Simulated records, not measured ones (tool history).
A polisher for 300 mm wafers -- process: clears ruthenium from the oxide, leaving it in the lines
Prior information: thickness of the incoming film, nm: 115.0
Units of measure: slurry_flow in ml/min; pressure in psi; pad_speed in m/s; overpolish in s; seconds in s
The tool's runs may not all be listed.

run 1 day=0.000 | slurry_flow=270 pressure=1.5 pad_speed=1.04 overpolish=13 | seconds=120.68
run 2 day=0.292 | slurry_flow=270 pressure=1.5 pad_speed=1.14 overpolish=13 | seconds=110.75
run 3 day=0.492 | slurry_flow=270 pressure=1.5 pad_speed=1.14 overpolish=14 | seconds=109.43
run 4 day=0.529 | slurry_flow=270 pressure=1.5 pad_speed=0.90 overpolish=14 | seconds=133.46
run 5 day=0.600 | slurry_flow=270 pressure=1.2 pad_speed=0.90 overpolish=14 | seconds=165.76
-- day=0.954 worn pad replaced by a new one
run 6 day=0.954 | slurry_flow=270 pressure=1.0 pad_speed=0.90 overpolish=14 | seconds=166.16
run 7 day=0.988 | slurry_flow=270 pressure=1.2 pad_speed=0.98 overpolish=14 | seconds=136.76
run 8 day=1.058 | slurry_flow=270 pressure=1.3 pad_speed=1.04 overpolish=14 | seconds=125.16
run 9 day=1.179 | slurry_flow=270 pressure=1.4 pad_speed=1.08 overpolish=14 | seconds=111.90

Estimate the outcome of run 10 from the log above:
run 10 day=1.471 | slurry_flow=270 pressure=1.5 pad_speed=1.10 overpolish=14 | seconds=?

{"run 10": {"seconds": 102.77}}
